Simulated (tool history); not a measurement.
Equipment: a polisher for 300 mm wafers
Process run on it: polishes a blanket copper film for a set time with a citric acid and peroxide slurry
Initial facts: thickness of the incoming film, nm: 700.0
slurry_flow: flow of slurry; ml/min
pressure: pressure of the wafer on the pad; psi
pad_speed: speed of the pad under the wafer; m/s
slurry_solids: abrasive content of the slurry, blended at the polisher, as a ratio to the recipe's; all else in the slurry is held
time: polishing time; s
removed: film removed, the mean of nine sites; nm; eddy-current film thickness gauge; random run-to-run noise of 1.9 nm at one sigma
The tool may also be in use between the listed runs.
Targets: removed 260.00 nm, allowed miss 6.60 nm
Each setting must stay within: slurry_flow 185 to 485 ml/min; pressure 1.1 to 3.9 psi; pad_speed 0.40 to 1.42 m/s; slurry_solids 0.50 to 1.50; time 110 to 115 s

run	hour	slurry_flow	pressure	pad_speed	slurry_solids	time	removed
1	0.0	310	2.5	0.90	1.00	110	187.07
2	9.0	310	2.5	0.90	1.00	115	196.93
3	10.0	310	2.6	0.90	1.00	115	201.59
4	17.2	310	2.3	0.90	1.00	115	181.74
5	20.4	310	2.3	0.68	1.00	115	141.61
6	21.9	310	2.3	0.68	1.00	110	135.16
7	26.1	325	3.0	0.72	1.00	110	182.36
8	30.1	325	3.0	0.72	1.00	110	184.17
9	32.3	325	3.2	0.72	1.00	110	196.13
10	38.4	325	3.3	0.72	1.00	110	203.18
11	41.2	330	3.4	0.72	1.00	110	209.46
12	44.3	330	3.4	0.72	1.00	110	206.70
13	45.9	330	3.5	0.74	1.00	110	218.03
14	48.7	330	3.6	0.74	1.00	110	225.74
15	51.4	340	3.9	0.76	1.00	110	251.35

Of the 5 settings listed for the next run, only one would bring every result within its allowed miss of target. Which one?
A	54.1	315	3.9	0.74	1.05	111	?
B	54.1	295	3.5	0.82	1.05	111	?
C	54.1	265	3.9	0.76	1.05	115	?
D	54.1	340	3.9	0.74	0.90	114	?
E	54.1	355	3.7	0.80	1.00	110	?

move	removed
A	246.94
B	242.07
C	257.31
D	244.93
E	248.65
A: further off than the last run
B: further off than the last run
C: all results in spec
D: further off than the last run
E: further off than the last run
The move that meets every target is C.

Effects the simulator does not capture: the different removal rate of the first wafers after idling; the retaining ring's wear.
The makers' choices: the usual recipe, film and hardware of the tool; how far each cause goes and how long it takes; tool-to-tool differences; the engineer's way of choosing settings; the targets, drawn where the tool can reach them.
